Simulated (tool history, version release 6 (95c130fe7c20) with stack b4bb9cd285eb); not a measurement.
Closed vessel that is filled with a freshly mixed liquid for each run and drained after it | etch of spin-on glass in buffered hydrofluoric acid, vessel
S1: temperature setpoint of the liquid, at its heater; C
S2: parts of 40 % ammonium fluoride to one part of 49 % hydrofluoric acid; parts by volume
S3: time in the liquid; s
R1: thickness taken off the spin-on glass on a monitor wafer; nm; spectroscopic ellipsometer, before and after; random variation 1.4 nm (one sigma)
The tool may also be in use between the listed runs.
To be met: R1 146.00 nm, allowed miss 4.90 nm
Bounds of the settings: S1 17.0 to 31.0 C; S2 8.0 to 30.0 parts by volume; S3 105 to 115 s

run  hour    S1    S2   S3      R1
  1   0.0  23.0  21.5  105  180.01
  2   6.6  22.0  21.5  105  168.58
  3   9.7  22.0  24.5  105  153.18
  4  12.8  22.0  24.5  105  154.46
  5  17.7  22.0  24.5  105  152.75
  6  23.3  19.0  24.5  105  129.20
  7  32.0  19.5  24.5  105  131.00
  8  39.8  20.0  24.5  105  137.85

Which of these 4 next moves meets every target?
  A  47.6  19.0  23.5  115   ?
  B  47.6  22.5  24.5  105   ?
  C  47.6  17.5  22.0  105   ?
  D  47.6  19.0  21.0  115   ?

move      R1
   A  147.71
   B  159.45
   C  129.62
   D  159.66
A: meets every target
B: takes the result that was furthest off past its target
C: further off than the last run
D: takes the result that was furthest off past its target
Move A is the one to make.

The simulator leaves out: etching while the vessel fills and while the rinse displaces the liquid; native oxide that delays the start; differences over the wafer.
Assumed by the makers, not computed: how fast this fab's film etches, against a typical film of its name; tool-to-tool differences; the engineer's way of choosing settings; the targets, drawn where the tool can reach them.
